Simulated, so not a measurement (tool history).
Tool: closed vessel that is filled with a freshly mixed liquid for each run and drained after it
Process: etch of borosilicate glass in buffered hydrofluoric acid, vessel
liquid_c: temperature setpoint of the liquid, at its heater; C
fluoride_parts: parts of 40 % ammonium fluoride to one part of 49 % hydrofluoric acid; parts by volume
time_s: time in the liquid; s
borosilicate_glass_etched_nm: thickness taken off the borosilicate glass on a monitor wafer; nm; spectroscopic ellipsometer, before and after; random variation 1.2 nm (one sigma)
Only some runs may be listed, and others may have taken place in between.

Run 1, hour 0: liquid_c 22 C, fluoride_parts 9.5 parts by volume, time_s 105 s. Result: borosilicate_glass_etched_nm 123.17 nm.
Run 2, hour 8.3: liquid_c 22 C, fluoride_parts 9.5 parts by volume, time_s 110 s. Result: borosilicate_glass_etched_nm 129.24 nm.
Run 3, hour 16: liquid_c 24.5 C, fluoride_parts 8 parts by volume, time_s 110 s. Result: borosilicate_glass_etched_nm 174.76 nm.
Run 4, hour 17.2: liquid_c 26 C, fluoride_parts 7 parts by volume, time_s 110 s. Result: borosilicate_glass_etched_nm 218.65 nm.
Run 5, hour 22.3: liquid_c 26 C, fluoride_parts 7 parts by volume, time_s 110 s. Result: borosilicate_glass_etched_nm 218.9 nm.
Run 6, hour 27.8: liquid_c 26 C, fluoride_parts 7 parts by volume, time_s 105 s. Result: borosilicate_glass_etched_nm 210.25 nm.
Run 7, hour 35.2: liquid_c 27 C, fluoride_parts 6.5 parts by volume, time_s 105 s. Result: borosilicate_glass_etched_nm 235.26 nm.

Estimate the outcome of run 8 from the log above:
Run 8, hour 41.9: liquid_c 28 C, fluoride_parts 6 parts by volume, time_s 105 s. Result: borosilicate_glass_etched_nm ?.

borosilicate_glass_etched_nm: 266.66 nm

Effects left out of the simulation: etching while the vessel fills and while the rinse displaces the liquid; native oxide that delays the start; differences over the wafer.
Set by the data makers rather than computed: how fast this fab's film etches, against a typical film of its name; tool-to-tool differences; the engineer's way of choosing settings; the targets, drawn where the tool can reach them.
